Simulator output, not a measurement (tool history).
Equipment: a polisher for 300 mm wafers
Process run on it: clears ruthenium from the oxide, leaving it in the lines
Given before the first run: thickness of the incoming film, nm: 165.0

run	day	flow of slurry (ml/min)	pressure of the wafer on the pad (kPa)	speed of the pad under the wafer (cm/s)	overpolish time after the end point (s)	time until the end point was called (s)
1	0	230	11.7	120	44	142.03
2	0.133	195	11.7	120	44	149.84
3	0.217	170	11.7	120	44	150.5
4	0.45	170	14.5	120	44	127.1
5	0.521	170	17.2	120	44	105.6
6	0.858	205	17.2	120	44	103.13
7	1.025	185	13.8	86	44	176.7

Run 8, settings as shown, results not yet in. Your forecast:
8	1.208	175	11.7	78	44	?

Run 8 produced time until the end point was called (s) 225.61.

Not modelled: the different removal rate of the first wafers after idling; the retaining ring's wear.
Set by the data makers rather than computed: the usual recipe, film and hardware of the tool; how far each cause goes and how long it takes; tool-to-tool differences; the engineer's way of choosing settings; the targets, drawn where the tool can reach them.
